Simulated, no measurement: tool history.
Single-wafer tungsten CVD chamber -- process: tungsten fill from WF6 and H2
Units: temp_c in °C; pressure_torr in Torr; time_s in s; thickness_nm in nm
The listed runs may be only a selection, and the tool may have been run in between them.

run	day	temp_c	pressure_torr	time_s	thickness_nm
1	0.000	390	34.0	18.0	47.075
2	0.367	387	33.8	18.0	44.828
3	0.638	387	30.2	18.0	42.974
4	0.792	387	30.2	18.6	44.404
5	1.071	387	30.2	18.6	44.522
6	1.229	381	30.2	18.6	40.144
# day 1.279: thermocouple changed; heater temperature recalibrated
7	1.279	379	30.1	18.6	36.982

Forecast run 8:
8	1.404	378	30.1	18.6	?

{"run 8": {"thickness_nm": 36.347}}

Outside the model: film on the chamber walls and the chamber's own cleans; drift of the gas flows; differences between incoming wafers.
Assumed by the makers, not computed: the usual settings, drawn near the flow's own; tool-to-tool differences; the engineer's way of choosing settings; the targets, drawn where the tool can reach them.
